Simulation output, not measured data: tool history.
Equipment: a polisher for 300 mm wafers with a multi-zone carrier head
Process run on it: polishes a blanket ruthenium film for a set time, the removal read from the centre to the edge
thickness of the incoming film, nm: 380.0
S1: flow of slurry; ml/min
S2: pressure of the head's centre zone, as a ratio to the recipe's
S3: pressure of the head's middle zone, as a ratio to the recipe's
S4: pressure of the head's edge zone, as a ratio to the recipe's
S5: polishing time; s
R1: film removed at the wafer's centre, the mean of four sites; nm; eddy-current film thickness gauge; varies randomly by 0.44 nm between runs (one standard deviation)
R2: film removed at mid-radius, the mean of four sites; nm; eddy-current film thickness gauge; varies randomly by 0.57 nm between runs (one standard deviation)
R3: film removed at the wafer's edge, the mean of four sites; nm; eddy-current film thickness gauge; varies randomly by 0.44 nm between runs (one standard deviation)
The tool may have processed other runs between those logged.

run,hour,S1,S2,S3,S4,S5,R1,R2,R3
1,0.0,180,1.00,1.00,1.00,68,70.005,69.989,70.847
2,4.6,180,1.01,0.99,0.98,66,69.424,66.035,68.277
3,13.6,180,0.95,0.99,0.98,66,64.851,66.989,68.618
4,18.2,180,0.95,0.99,1.02,66,65.578,66.242,70.068
5,26.9,180,0.97,0.99,1.00,65,65.727,65.554,68.398
6,27.5,175,0.98,0.99,0.98,64,65.190,64.904,65.517
# hour 28.4: worn pad replaced by a new one
7,28.4,170,0.98,0.98,0.96,63,70.780,70.032,72.019

Estimate the outcome of run 8 from the log above:
8,33.2,180,0.99,0.98,0.96,63,?,?,?

Run 8 measured R1 72.172 nm, R2 71.647 nm, R3 72.938 nm.

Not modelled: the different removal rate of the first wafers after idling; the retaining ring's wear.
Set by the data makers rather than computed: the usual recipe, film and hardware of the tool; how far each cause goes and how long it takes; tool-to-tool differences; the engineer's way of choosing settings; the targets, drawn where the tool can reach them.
